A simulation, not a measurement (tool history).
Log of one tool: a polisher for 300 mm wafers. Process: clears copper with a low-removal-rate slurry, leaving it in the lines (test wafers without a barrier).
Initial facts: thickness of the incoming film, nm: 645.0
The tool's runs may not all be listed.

run    day  flow of slurry (ml/min)  pressure of the wafer on the pad (psi)  speed of the pad under the wafer (m/s)  abrasive content of the slurry  overpolish time after the end point (s)  time until the end point was called (s)  dishing of a wide line in a test structure (Å)
  1  0.000                      205                                     3.2                                    1.20                             1.0                                       13                                   200.57                                         262.480
  2  0.138                      210                                     2.9                                    1.18                             1.0                                       11                                   223.44                                         213.940
  3  0.196                      210                                     2.3                                    1.18                             1.0                                       11                                   280.33                                         170.830
  4  0.283                      210                                     1.7                                    1.18                             1.0                                       11                                   372.91                                         129.090
  5  0.375                      200                                     1.7                                    1.20                             1.0                                       10                                   364.99                                         118.790
  6  0.504                      240                                     1.7                                    1.20                             1.0                                       10                                   360.73                                         126.950
  7  0.633                      185                                     1.8                                    1.20                             1.0                                        4                                   351.89                                          55.191
  8  0.854                      240                                     1.6                                    1.20                             1.0                                        5                                   384.83                                          61.502
  9  1.171                      285                                     1.9                                    1.20                             1.0                                        7                                   319.44                                          99.175
 10  1.379                      270                                     1.9                                    1.20                             1.0                                        7                                   321.11                                          99.444
 11  1.492                      255                                     1.9                                    1.20                             1.0                                        7                                   317.46                                         101.310
 12  1.608                      240                                     1.9                                    1.20                             1.0                                        7                                   323.23                                         100.290
 13  1.654                      225                                     1.9                                    1.20                             1.0                                        7                                   321.04                                          96.322
 14  1.946                      220                                     1.9                                    1.20                             1.0                                        7                                   330.03                                          99.052
 15  2.083                      215                                     1.9                                    1.20                             1.0                                        7                                   327.76                                          98.986
 16  2.429                      215                                     1.9                                    1.20                             1.0                                        7                                   328.37                                          97.132
 17  2.688                      210                                     1.8                                    1.20                             1.0                                        6                                   343.96                                          79.410
 18  2.962                      205                                     1.8                                    1.20                             1.0                                        6                                   348.19                                          79.828
 19  3.217                      200                                     1.8                                    1.20                             1.0                                        6                                   347.32                                          80.043

For run 20, what comes out?
     3.267  -- slurry blender recalibrated
 20  3.267                      195                                     1.8                                    1.20                             1.0                                        6                                        ?                                               ?

time until the end point was called (s): 334.15
dishing of a wide line in a test structure (Å): 84.706
